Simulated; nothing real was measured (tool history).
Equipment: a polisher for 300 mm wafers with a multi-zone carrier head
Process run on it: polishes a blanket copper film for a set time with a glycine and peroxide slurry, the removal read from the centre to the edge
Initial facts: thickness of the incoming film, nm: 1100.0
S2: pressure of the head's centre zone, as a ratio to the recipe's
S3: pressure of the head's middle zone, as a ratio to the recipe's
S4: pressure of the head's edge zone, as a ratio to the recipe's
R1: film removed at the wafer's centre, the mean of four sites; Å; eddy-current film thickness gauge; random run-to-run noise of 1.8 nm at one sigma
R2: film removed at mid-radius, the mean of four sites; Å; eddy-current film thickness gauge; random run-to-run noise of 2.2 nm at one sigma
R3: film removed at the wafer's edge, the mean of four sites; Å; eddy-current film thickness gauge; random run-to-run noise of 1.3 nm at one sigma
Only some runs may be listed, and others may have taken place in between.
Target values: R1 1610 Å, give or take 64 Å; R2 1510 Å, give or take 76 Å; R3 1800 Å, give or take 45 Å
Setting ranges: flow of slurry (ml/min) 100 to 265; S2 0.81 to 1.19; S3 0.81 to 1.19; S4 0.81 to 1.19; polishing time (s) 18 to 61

run 1 hour=0 | flow_of_slurry_(ml/min)=170 S2=1 S3=1 S4=1 polishing_time_(s)=39 | R1=1256 R2=1289.1 R3=1271.3
run 2 hour=1.8 | flow_of_slurry_(ml/min)=180 S2=1 S3=0.97 S4=1.05 polishing_time_(s)=42 | R1=1382.9 R2=1333.6 R3=1416.1
run 3 hour=3.5 | flow_of_slurry_(ml/min)=190 S2=0.99 S3=0.97 S4=1.09 polishing_time_(s)=44 | R1=1418 R2=1474.8 R3=1534.5
run 4 hour=10.6 | flow_of_slurry_(ml/min)=190 S2=0.99 S3=1.01 S4=1.09 polishing_time_(s)=44 | R1=1435.6 R2=1460.6 R3=1524.8
run 5 hour=15.1 | flow_of_slurry_(ml/min)=195 S2=1 S3=0.97 S4=1.12 polishing_time_(s)=45 | R1=1519.7 R2=1433.2 R3=1582.5
run 6 hour=19.5 | flow_of_slurry_(ml/min)=200 S2=0.99 S3=0.96 S4=1.14 polishing_time_(s)=46 | R1=1546.9 R2=1469.4 R3=1641.2
run 7 hour=22.6 | flow_of_slurry_(ml/min)=205 S2=0.98 S3=0.95 S4=1.15 polishing_time_(s)=47 | R1=1530.8 R2=1513.9 R3=1712.3
run 8 hour=31.5 | flow_of_slurry_(ml/min)=210 S2=0.98 S3=0.94 S4=1.16 polishing_time_(s)=47 | R1=1519.1 R2=1517.4 R3=1709.6
run 9 hour=35 | flow_of_slurry_(ml/min)=210 S2=0.99 S3=0.93 S4=1.17 polishing_time_(s)=47 | R1=1574.5 R2=1498.8 R3=1697.8
run 10 hour=37.3 | flow_of_slurry_(ml/min)=205 S2=0.98 S3=0.91 S4=1.18 polishing_time_(s)=48 | R1=1604.5 R2=1517.3 R3=1730
-- hour=39.6 worn pad replaced by a new one
run 11 hour=39.6 | flow_of_slurry_(ml/min)=220 S2=0.98 S3=0.89 S4=1.18 polishing_time_(s)=48 | R1=1685.3 R2=1624.4 R3=1905.2
run 12 hour=40.6 | flow_of_slurry_(ml/min)=215 S2=0.98 S3=0.88 S4=1.18 polishing_time_(s)=48 | R1=1716.1 R2=1574 R3=1916.5
run 13 hour=43 | flow_of_slurry_(ml/min)=205 S2=0.97 S3=0.88 S4=1.18 polishing_time_(s)=48 | R1=1697.6 R2=1573.8 R3=1896.4
run 14 hour=49.7 | flow_of_slurry_(ml/min)=200 S2=0.97 S3=0.89 S4=1.18 polishing_time_(s)=48 | R1=1665.7 R2=1606.6 R3=1886.8
run 15 hour=50.6 | flow_of_slurry_(ml/min)=205 S2=0.97 S3=0.89 S4=1.18 polishing_time_(s)=48 | R1=1676.3 R2=1616.6 R3=1857.8
run 16 hour=53.6 | flow_of_slurry_(ml/min)=215 S2=0.98 S3=0.9 S4=1.18 polishing_time_(s)=48 | R1=1723.7 R2=1665.7 R3=1899.9

Of the 4 settings listed for the next run, only one would bring every result within its allowed miss of target. Which one?
run A hour=56.6 | flow_of_slurry_(ml/min)=265 S2=1.08 S3=1.04 S4=1.06 polishing_time_(s)=44 | R1=? R2=? R3=?
run B hour=56.6 | flow_of_slurry_(ml/min)=220 S2=0.92 S3=0.99 S4=1.07 polishing_time_(s)=48 | R1=? R2=? R3=?
run C hour=56.6 | flow_of_slurry_(ml/min)=260 S2=0.98 S3=0.88 S4=1.19 polishing_time_(s)=44 | R1=? R2=? R3=?
run D hour=56.6 | flow_of_slurry_(ml/min)=220 S2=0.88 S3=0.88 S4=1.17 polishing_time_(s)=46 | R1=? R2=? R3=?

move=A R1=1784.9 R2=1737.7 R3=1669.2
move=B R1=1614.1 R2=1784.6 R3=1799
move=C R1=1613 R2=1527.2 R3=1771.4
move=D R1=1477.9 R2=1564.4 R3=1806.9
A: pushes the last run's worst result past its target
B: brings the result that was furthest off to its target, and leaves another outside
C: hits every target within its allowed miss
D: brings the result that was furthest off to its target, and leaves another outside
C meets every target.
